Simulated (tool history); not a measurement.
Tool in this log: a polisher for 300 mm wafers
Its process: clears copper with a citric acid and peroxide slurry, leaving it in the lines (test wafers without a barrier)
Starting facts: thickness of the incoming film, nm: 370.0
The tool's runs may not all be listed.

run,hour,flow of slurry (ml/min),pressure of the wafer on the pad (psi),speed of the pad under the wafer (m/s),abrasive content of the slurry,overpolish time after the end point (s),time until the end point was called (s),dishing of a wide line in a test structure (Å)
1,0,120,2.8,1.32,1,15,138.3,240.36
2,8.2,120,2.7,1.32,1,15,145.33,225.17
3,9.7,120,2.6,1.32,1,15,150.41,218.22
4,12.2,120,2.6,1.54,1,15,126.38,248.69
5,14.9,120,2.5,1.54,1,15,132.65,239.6
6,21.5,120,2.9,1.54,1,15,116.43,265.41
7,25.5,120,2.7,1.52,1,15,125.78,260.67

Estimate the outcome of run 8 from the log above:
8,29.4,120,2.6,1.52,1,15,?,?

Run 8 gave time until the end point was called (s) 131.96, dishing of a wide line in a test structure (Å) 255.23.

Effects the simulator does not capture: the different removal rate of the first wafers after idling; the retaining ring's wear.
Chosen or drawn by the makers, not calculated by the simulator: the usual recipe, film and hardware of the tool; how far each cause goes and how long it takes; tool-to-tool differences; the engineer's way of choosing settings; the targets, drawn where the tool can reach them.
